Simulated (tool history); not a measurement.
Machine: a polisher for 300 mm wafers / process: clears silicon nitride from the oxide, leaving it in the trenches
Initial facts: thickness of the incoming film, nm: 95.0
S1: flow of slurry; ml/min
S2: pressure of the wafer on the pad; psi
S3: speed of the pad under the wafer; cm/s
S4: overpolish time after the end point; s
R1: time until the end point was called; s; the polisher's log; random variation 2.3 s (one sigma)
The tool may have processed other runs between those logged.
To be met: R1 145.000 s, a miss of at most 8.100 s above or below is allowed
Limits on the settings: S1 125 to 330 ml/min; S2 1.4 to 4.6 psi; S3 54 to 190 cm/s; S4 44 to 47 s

| run | hour | S1 | S2 | S3 | S4 | R1 |
|---|---|---|---|---|---|---|
| 1 | 0.0 | 210 | 3.0 | 122 | 44 | 92.522 |
| 2 | 6.7 | 260 | 3.0 | 122 | 44 | 88.954 |
| 3 | 9.9 | 260 | 2.6 | 120 | 44 | 98.540 |
| 4 | 13.6 | 260 | 3.1 | 120 | 44 | 89.360 |
| 5 | 19.2 | 260 | 3.1 | 132 | 44 | 78.028 |
| 6 | 20.6 | 260 | 3.1 | 152 | 44 | 70.831 |
| 7 | 27.0 | 255 | 2.6 | 142 | 44 | 83.179 |
| 8 | 31.4 | 250 | 2.3 | 132 | 44 | 97.812 |
|  | 38.5 | worn pad replaced by a new one |
| 9 | 38.5 | 245 | 2.1 | 126 | 44 | 99.026 |
| 10 | 45.9 | 245 | 1.9 | 114 | 44 | 113.600 |
| 11 | 54.5 | 245 | 1.8 | 108 | 44 | 121.840 |
| 12 | 57.0 | 245 | 1.7 | 104 | 44 | 134.110 |

Which single option among these 5 for the next run brings every result within its allowed miss of target? Just one does.
| A | 59.5 | 270 | 2.2 | 88 | 47 | ? |
| B | 59.5 | 230 | 2.6 | 92 | 47 | ? |
| C | 59.5 | 210 | 1.7 | 110 | 44 | ? |
| D | 59.5 | 265 | 1.5 | 128 | 44 | ? |
| E | 59.5 | 260 | 2.0 | 86 | 44 | ? |

| move | R1 |
|---|---|
| A | 131.460 |
| B | 114.030 |
| C | 129.520 |
| D | 117.430 |
| E | 143.930 |
A: its largest miss is bigger than the last run's
B: its largest miss is bigger than the last run's
C: its largest miss is bigger than the last run's
D: its largest miss is bigger than the last run's
E: meets every target
Go with E: it meets all targets.
